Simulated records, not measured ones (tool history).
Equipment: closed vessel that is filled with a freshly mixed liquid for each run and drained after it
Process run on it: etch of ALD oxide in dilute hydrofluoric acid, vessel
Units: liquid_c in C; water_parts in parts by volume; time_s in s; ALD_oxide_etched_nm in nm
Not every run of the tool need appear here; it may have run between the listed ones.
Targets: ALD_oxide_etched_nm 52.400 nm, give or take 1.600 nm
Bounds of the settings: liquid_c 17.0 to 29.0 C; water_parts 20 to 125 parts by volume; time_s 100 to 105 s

{"run": 1, "hour": 0.0, "liquid_c": 21.0, "water_parts": 70, "time_s": 100, "ALD_oxide_etched_nm": 24.448}
{"run": 2, "hour": 7.8, "liquid_c": 17.5, "water_parts": 70, "time_s": 100, "ALD_oxide_etched_nm": 21.36}
{"run": 3, "hour": 12.8, "liquid_c": 20.0, "water_parts": 70, "time_s": 100, "ALD_oxide_etched_nm": 23.846}
{"run": 4, "hour": 17.9, "liquid_c": 20.0, "water_parts": 90, "time_s": 100, "ALD_oxide_etched_nm": 17.931}
{"run": 5, "hour": 24.3, "liquid_c": 20.0, "water_parts": 100, "time_s": 100, "ALD_oxide_etched_nm": 15.991}
{"run": 6, "hour": 32.6, "liquid_c": 20.0, "water_parts": 120, "time_s": 100, "ALD_oxide_etched_nm": 13.023}
{"run": 7, "hour": 38.4, "liquid_c": 21.0, "water_parts": 110, "time_s": 100, "ALD_oxide_etched_nm": 14.946}
{"run": 8, "hour": 43.5, "liquid_c": 22.0, "water_parts": 100, "time_s": 100, "ALD_oxide_etched_nm": 17.361}
{"run": 9, "hour": 50.7, "liquid_c": 23.0, "water_parts": 90, "time_s": 100, "ALD_oxide_etched_nm": 20.17}
{"hour": 51.9, "done": "thermometer replaced"}
{"run": 10, "hour": 51.9, "liquid_c": 23.5, "water_parts": 80, "time_s": 100, "ALD_oxide_etched_nm": 21.784}

5 candidate next runs follow, results not yet known. Just one meets every target within its allowed miss. Identify it.
{"run": "A", "hour": 53.1, "liquid_c": 24.0, "water_parts": 40, "time_s": 105, "ALD_oxide_etched_nm": "?"}
{"run": "B", "hour": 53.1, "liquid_c": 22.5, "water_parts": 35, "time_s": 105, "ALD_oxide_etched_nm": "?"}
{"run": "C", "hour": 53.1, "liquid_c": 26.5, "water_parts": 45, "time_s": 105, "ALD_oxide_etched_nm": "?"}
{"run": "D", "hour": 53.1, "liquid_c": 26.5, "water_parts": 35, "time_s": 105, "ALD_oxide_etched_nm": "?"}
{"run": "E", "hour": 53.1, "liquid_c": 27.0, "water_parts": 45, "time_s": 105, "ALD_oxide_etched_nm": "?"}

move=A ALD_oxide_etched_nm=49.029
move=B ALD_oxide_etched_nm=52.975
move=C ALD_oxide_etched_nm=47.954
move=D ALD_oxide_etched_nm=62.542
move=E ALD_oxide_etched_nm=48.934
A: closer than the last run, but not yet in spec
B: each result inside its tolerance
C: closer than the last run, but not yet in spec
D: takes the biggest miss from the last run beyond its target
E: closer than the last run, but not yet in spec
The move that meets every target is B.
